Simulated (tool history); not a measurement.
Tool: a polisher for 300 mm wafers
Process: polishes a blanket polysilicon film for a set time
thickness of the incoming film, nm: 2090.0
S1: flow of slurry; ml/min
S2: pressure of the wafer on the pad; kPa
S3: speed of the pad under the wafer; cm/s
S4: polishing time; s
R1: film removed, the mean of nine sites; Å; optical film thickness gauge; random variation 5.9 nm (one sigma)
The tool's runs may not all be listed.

run	hour	S1	S2	S3	S4	R1
1	0	235	13.8	100	65	3810.4
2	5.9	235	15.9	100	65	4374.6
3	11.1	235	17.2	102	65	4904.6
4	13.1	235	18.6	104	65	5451.8
5	17.7	235	19.3	104	65	5517.4
6	23.5	275	19.3	104	65	5735.9
7	26.7	275	20	104	65	5870.7
8	30	275	20.7	106	65	6182.1
9	34.5	275	20.7	108	65	6294.4
10	40.2	275	20.7	110	65	6525.3

The next listed run, before its measurement:
11	44.7	275	20.7	110	65	?

Run 11 gave R1 6439.3 Å.
